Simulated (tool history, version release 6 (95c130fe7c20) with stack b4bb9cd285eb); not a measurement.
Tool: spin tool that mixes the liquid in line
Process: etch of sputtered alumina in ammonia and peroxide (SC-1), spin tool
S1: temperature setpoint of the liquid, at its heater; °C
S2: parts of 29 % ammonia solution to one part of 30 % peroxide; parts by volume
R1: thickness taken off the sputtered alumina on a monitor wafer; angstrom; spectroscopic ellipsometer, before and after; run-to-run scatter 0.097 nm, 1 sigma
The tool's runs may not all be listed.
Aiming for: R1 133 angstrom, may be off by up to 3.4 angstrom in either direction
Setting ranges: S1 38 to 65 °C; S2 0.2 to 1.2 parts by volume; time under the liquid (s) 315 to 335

run 1 day=0 | S1=49 S2=0.9 time_under_the_liquid_(s)=315 | R1=158.35
run 2 day=0.133 | S1=49 S2=1.05 time_under_the_liquid_(s)=315 | R1=161.63
run 3 day=0.325 | S1=48 S2=1.05 time_under_the_liquid_(s)=315 | R1=154.09
run 4 day=0.571 | S1=48 S2=1.2 time_under_the_liquid_(s)=315 | R1=154.94
run 5 day=0.696 | S1=48 S2=1.2 time_under_the_liquid_(s)=335 | R1=165.4
run 6 day=1.029 | S1=48 S2=1.2 time_under_the_liquid_(s)=315 | R1=156.61
run 7 day=1.079 | S1=47 S2=1.2 time_under_the_liquid_(s)=315 | R1=147.42
run 8 day=1.112 | S1=46.5 S2=1.2 time_under_the_liquid_(s)=315 | R1=142.86
run 9 day=1.425 | S1=46 S2=1.2 time_under_the_liquid_(s)=315 | R1=140.76

Which single option among these 5 for the next run brings every result within its allowed miss of target? Just one does.
run A day=1.738 | S1=46 S2=1.2 time_under_the_liquid_(s)=330 | R1=?
run B day=1.738 | S1=48 S2=1.05 time_under_the_liquid_(s)=325 | R1=?
run C day=1.738 | S1=44.5 S2=1.15 time_under_the_liquid_(s)=325 | R1=?
run D day=1.738 | S1=47 S2=1 time_under_the_liquid_(s)=330 | R1=?
run E day=1.738 | S1=46.5 S2=1.2 time_under_the_liquid_(s)=315 | R1=?

move=A R1=147.46
move=B R1=160.42
move=C R1=132.82
move=D R1=153.31
move=E R1=144.78
A: its largest miss is bigger than the last run's
B: its largest miss is bigger than the last run's
C: all results land within tolerance of their targets
D: its largest miss is bigger than the last run's
E: its largest miss is bigger than the last run's
Correct choice: C, which meets every target

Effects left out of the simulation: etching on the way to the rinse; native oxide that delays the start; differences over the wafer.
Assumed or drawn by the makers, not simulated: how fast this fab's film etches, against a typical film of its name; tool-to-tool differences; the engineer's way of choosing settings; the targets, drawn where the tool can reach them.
